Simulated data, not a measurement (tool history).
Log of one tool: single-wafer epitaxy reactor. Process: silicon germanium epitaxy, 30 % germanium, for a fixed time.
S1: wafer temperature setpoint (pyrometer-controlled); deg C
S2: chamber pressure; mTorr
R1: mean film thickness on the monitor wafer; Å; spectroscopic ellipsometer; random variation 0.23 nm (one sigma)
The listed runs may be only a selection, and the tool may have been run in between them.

{"run": 1, "day": 0.0, "S1": 620, "S2": 17700, "R1": 671.73}
{"run": 2, "day": 0.354, "S1": 621, "S2": 17700, "R1": 685.24}
{"run": 3, "day": 0.725, "S1": 617, "S2": 17700, "R1": 633.73}
{"run": 4, "day": 0.983, "S1": 617, "S2": 18900, "R1": 657.02}
{"run": 5, "day": 1.046, "S1": 617, "S2": 21400, "R1": 705.18}
{"run": 6, "day": 1.229, "S1": 606, "S2": 21400, "R1": 563.98}
{"run": 7, "day": 1.25, "S1": 607, "S2": 21400, "R1": 575.35}

For run 8, what comes out?
{"day": 1.608, "done": "capacitance manometer re-zeroed and calibrated"}
{"run": 8, "day": 1.608, "S1": 608, "S2": 21400, "R1": "?"}

R1: 605.82 Å

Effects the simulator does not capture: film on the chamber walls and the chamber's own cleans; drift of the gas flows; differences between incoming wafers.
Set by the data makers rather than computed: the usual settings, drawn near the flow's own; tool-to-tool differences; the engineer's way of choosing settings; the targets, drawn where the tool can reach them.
